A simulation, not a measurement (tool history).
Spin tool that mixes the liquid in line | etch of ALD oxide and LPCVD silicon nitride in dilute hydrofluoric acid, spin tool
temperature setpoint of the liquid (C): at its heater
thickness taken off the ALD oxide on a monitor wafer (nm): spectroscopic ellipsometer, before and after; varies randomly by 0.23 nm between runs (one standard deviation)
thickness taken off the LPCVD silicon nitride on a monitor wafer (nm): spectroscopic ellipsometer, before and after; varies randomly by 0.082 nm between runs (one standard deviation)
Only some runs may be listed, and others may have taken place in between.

run,hour,temperature setpoint of the liquid (C),parts of water to one part of 49 % hydrofluoric acid (parts by volume),time under the liquid (s),thickness taken off the ALD oxide on a monitor wafer (nm),thickness taken off the LPCVD silicon nitride on a monitor wafer (nm)
1,0,26,115,45,13.739,0.28728
2,4.1,27,105,45,15.929,0.35314
3,4.6,28,95,45,18.491,0.40522
4,10.6,29,90,45,20.09,0.37228
5,16.6,29.5,85,45,22.057,0.48939
6,25.4,30,80,45,24.081,0.49477
7,32.9,30.5,80,45,24.383,0.50252
8,41.8,30.5,80,45,24.299,0.56996
9,49.9,31,75,45,27.084,0.52311
10,54,31.5,75,45,26.856,0.64198
11,61.5,31,45,45,46.824,0.8695

Run 12 comes next. What will it give?
# hour 67.5: hydrofluoric acid flow meter replaced
12,67.5,31,50,45,?,?

thickness taken off the ALD oxide on a monitor wafer (nm): 38.333
thickness taken off the LPCVD silicon nitride on a monitor wafer (nm): 0.84043
